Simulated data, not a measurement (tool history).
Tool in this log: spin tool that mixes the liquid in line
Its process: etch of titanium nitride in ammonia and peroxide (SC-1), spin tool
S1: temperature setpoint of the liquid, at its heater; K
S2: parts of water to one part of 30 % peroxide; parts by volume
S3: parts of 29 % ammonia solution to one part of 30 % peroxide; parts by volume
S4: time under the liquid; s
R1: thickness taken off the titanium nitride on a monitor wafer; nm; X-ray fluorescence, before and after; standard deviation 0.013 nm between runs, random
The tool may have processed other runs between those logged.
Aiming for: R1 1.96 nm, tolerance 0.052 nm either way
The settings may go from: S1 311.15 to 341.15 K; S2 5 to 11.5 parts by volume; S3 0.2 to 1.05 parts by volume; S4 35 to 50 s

Run 1, hour 0: S1 325.15 K, S2 6.5 parts by volume, S3 0.55 parts by volume, S4 50 s. Result: R1 5.3021 nm.
Run 2, hour 2.3: S1 325.15 K, S2 6.5 parts by volume, S3 0.4 parts by volume, S4 50 s. Result: R1 4.994 nm.
Run 3, hour 4.1: S1 322.15 K, S2 6.5 parts by volume, S3 0.4 parts by volume, S4 50 s. Result: R1 4.0369 nm.
Run 4, hour 5.4: S1 319.65 K, S2 6.5 parts by volume, S3 0.4 parts by volume, S4 50 s. Result: R1 3.3784 nm.
Run 5, hour 6.2: S1 317.65 K, S2 6.5 parts by volume, S3 0.4 parts by volume, S4 50 s. Result: R1 2.9247 nm.
Run 6, hour 12.4: S1 317.65 K, S2 6.5 parts by volume, S3 0.5 parts by volume, S4 50 s. Result: R1 3.0361 nm.
Run 7, hour 15.5: S1 316.15 K, S2 6.5 parts by volume, S3 0.5 parts by volume, S4 50 s. Result: R1 2.7358 nm.
Run 8, hour 21.2: S1 311.15 K, S2 6.5 parts by volume, S3 0.5 parts by volume, S4 50 s. Result: R1 1.8859 nm.

Of the 4 settings listed for the next run, only one would bring every result within its allowed miss of target. Which one?
Run A, hour 26.9: S1 311.65 K, S2 6.5 parts by volume, S3 0.3 parts by volume, S4 50 s. Result: R1 ?.
Run B, hour 26.9: S1 315.15 K, S2 9 parts by volume, S3 0.7 parts by volume, S4 40 s. Result: R1 ?.
Run C, hour 26.9: S1 316.65 K, S2 8 parts by volume, S3 0.4 parts by volume, S4 40 s. Result: R1 ?.
Run D, hour 26.9: S1 311.15 K, S2 7.5 parts by volume, S3 0.65 parts by volume, S4 50 s. Result: R1 ?.

move      R1
   A  1.8103
   B  1.8394
   C  1.9829
   D  1.8493
A: further off than the last run
B: further off than the last run
C: every result lands within tolerance
D: further off than the last run
The right move is C.
